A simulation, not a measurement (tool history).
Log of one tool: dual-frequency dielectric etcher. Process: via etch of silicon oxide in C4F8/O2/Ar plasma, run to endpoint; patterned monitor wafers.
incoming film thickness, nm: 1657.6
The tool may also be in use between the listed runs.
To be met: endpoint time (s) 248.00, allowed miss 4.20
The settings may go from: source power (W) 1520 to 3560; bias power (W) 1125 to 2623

run 1 hour=0.0 | source_power_(W)=2540 bias_power_(W)=1874 | endpoint_time_(s)=290.32
run 2 hour=2.2 | source_power_(W)=2840 bias_power_(W)=1912 | endpoint_time_(s)=276.67
run 3 hour=9.8 | source_power_(W)=3060 bias_power_(W)=1950 | endpoint_time_(s)=264.38
run 4 hour=16.2 | source_power_(W)=3180 bias_power_(W)=1965 | endpoint_time_(s)=259.72
run 5 hour=22.0 | source_power_(W)=3010 bias_power_(W)=1965 | endpoint_time_(s)=266.00
run 6 hour=25.1 | source_power_(W)=2610 bias_power_(W)=1965 | endpoint_time_(s)=282.59
run 7 hour=25.8 | source_power_(W)=2870 bias_power_(W)=1997 | endpoint_time_(s)=270.86
run 8 hour=29.2 | source_power_(W)=3040 bias_power_(W)=2019 | endpoint_time_(s)=263.47
run 9 hour=38.2 | source_power_(W)=3160 bias_power_(W)=2036 | endpoint_time_(s)=259.01

Which of these 5 next moves meets every target?
run A hour=47.2 | source_power_(W)=3220 bias_power_(W)=1943 | endpoint_time_(s)=?
run B hour=47.2 | source_power_(W)=3540 bias_power_(W)=2295 | endpoint_time_(s)=?
run C hour=47.2 | source_power_(W)=3560 bias_power_(W)=2236 | endpoint_time_(s)=?
run D hour=47.2 | source_power_(W)=3510 bias_power_(W)=2001 | endpoint_time_(s)=?
run E hour=47.2 | source_power_(W)=3010 bias_power_(W)=2052 | endpoint_time_(s)=?

move=A endpoint_time_(s)=261.29
move=B endpoint_time_(s)=236.95
move=C endpoint_time_(s)=238.52
move=D endpoint_time_(s)=249.28
move=E endpoint_time_(s)=263.95
A: further off than the last run
B: takes the result that was furthest off past its target
C: takes the result that was furthest off past its target
D: meets every target
E: further off than the last run
Answer: D
